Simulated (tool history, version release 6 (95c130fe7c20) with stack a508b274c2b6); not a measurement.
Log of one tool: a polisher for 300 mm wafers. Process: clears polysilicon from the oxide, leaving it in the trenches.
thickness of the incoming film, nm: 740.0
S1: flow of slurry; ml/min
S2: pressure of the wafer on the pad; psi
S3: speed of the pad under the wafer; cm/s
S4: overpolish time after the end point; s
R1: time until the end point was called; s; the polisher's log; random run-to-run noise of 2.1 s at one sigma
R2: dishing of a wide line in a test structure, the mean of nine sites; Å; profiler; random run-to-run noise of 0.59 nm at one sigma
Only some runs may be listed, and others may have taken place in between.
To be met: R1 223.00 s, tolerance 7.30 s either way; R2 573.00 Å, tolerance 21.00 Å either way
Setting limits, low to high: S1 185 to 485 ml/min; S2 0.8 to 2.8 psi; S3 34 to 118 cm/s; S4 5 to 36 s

run 1 day=0.000 | S1=310 S2=1.8 S3=76 S4=18 | R1=119.42 R2=582.82
run 2 day=0.300 | S1=310 S2=1.6 S3=74 S4=20 | R1=136.24 R2=580.97
run 3 day=0.379 | S1=370 S2=1.6 S3=74 S4=20 | R1=136.79 R2=597.80
run 4 day=0.517 | S1=370 S2=1.4 S3=72 S4=21 | R1=156.89 R2=563.39
run 5 day=0.642 | S1=370 S2=1.3 S3=72 S4=23 | R1=172.18 R2=560.07
run 6 day=0.662 | S1=335 S2=1.3 S3=72 S4=23 | R1=173.54 R2=570.19
-- day=0.704 head pressure recalibrated
run 7 day=0.704 | S1=335 S2=1.2 S3=72 S4=24 | R1=204.83 R2=530.91
run 8 day=1.025 | S1=335 S2=1.2 S3=72 S4=30 | R1=205.58 R2=582.45
run 9 day=1.112 | S1=325 S2=1.2 S3=72 S4=30 | R1=202.02 R2=588.89
run 10 day=1.162 | S1=325 S2=1.0 S3=72 S4=31 | R1=243.67 R2=547.84
run 11 day=1.342 | S1=340 S2=1.0 S3=72 S4=31 | R1=237.82 R2=552.87
run 12 day=1.538 | S1=340 S2=1.0 S3=72 S4=31 | R1=242.66 R2=555.49
run 13 day=1.846 | S1=355 S2=1.0 S3=72 S4=31 | R1=241.26 R2=554.88
run 14 day=1.892 | S1=360 S2=1.0 S3=72 S4=31 | R1=241.42 R2=561.68

Which one of the following 5 next-run settings gets every result inside its allowed miss? There is exactly one.
run A day=1.938 | S1=360 S2=0.9 S3=66 S4=33 | R1=? R2=?
run B day=1.938 | S1=420 S2=0.8 S3=78 S4=33 | R1=? R2=?
run C day=1.938 | S1=395 S2=0.9 S3=74 S4=33 | R1=? R2=?
run D day=1.938 | S1=320 S2=1.5 S3=52 S4=32 | R1=? R2=?
run E day=1.938 | S1=315 S2=1.1 S3=78 S4=27 | R1=? R2=?

move=A R1=287.32 R2=523.56
move=B R1=269.87 R2=539.04
move=C R1=255.39 R2=552.35
move=D R1=224.24 R2=575.36
move=E R1=204.48 R2=557.48
A: misses by more than the last run did
B: misses by more than the last run did
C: misses by more than the last run did
D: each result inside its tolerance
E: takes the result that was furthest off past its target
D is the move that brings every result within its allowed miss.

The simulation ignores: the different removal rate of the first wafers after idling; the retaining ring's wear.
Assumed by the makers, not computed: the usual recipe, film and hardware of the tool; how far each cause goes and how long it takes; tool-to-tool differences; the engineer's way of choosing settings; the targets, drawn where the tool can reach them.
